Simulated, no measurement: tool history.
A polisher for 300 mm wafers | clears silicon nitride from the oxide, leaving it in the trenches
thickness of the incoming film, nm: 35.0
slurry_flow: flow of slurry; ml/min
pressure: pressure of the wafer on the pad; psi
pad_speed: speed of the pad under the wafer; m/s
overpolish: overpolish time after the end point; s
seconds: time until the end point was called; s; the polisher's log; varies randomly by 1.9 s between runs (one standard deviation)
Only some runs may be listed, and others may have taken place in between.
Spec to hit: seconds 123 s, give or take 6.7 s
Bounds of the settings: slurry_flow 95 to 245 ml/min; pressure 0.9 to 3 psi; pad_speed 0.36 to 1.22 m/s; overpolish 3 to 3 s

run    day  slurry_flow  pressure  pad_speed  overpolish  seconds
  1      0          155       1.9       0.78           3   77.143
  2  0.179          155       1.9       0.78           3   78.435
  3  0.279          155       1.7       0.78           3    86.44
  4  0.362          155       1.7       0.78           3    86.83
  5  0.442          155       1.6       0.78           3   91.053
  6  0.762          175       1.6       0.78           3   88.196
  7  1.096          170       1.5       0.78           3   97.466
  8  1.296          170       1.4       0.78           3    105.6

Next run, 4 choices. One meets every target within its allowed miss, the rest don't. Which?
  A  1.496          185       1.8       0.68           3        ?
  B  1.496          180       1.6       0.78           3        ?
  C  1.496          180       1.6        0.8           3        ?
  D  1.496          205       1.1       0.82           3        ?

move  seconds
   A   88.789
   B   87.489
   C   85.365
   D   117.07
A: moves away from the targets compared with the last run
B: moves away from the targets compared with the last run
C: moves away from the targets compared with the last run
D: every result within its allowed miss
Move D is the one to make.

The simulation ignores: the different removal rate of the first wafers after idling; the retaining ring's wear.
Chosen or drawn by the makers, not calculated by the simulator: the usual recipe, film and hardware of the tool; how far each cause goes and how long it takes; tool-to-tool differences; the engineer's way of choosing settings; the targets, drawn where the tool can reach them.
